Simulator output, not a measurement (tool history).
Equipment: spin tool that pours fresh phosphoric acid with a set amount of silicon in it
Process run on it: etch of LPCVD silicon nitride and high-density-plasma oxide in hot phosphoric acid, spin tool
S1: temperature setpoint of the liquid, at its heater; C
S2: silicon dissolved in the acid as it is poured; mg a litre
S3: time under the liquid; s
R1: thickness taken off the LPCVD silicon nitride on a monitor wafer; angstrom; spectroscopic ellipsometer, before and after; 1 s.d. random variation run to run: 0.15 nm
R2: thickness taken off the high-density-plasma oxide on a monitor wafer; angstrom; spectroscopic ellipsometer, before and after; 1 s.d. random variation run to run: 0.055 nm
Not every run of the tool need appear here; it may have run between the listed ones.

run	day	S1	S2	S3	R1	R2
1	0.000	159.0	25.5	180	135.55	5.3145
2	0.321	159.0	11.5	180	134.60	8.6290
3	0.346	160.0	15.5	190	147.82	7.7146
4	0.429	160.0	6.0	190	145.76	10.4770
5	0.550	160.0	6.0	150	115.80	8.0517
6	0.875	161.5	6.0	150	121.03	9.9841
7	1.154	163.0	22.5	225	189.30	9.7942
8	1.450	162.5	23.5	225	185.19	10.3790
9	1.583	162.0	34.0	225	182.08	5.6019

Estimate the outcome of run 10 from the log above:
10	1.825	162.0	31.5	225	?	?

{"run 10": {"R1": 184.68, "R2": 7.3212}}
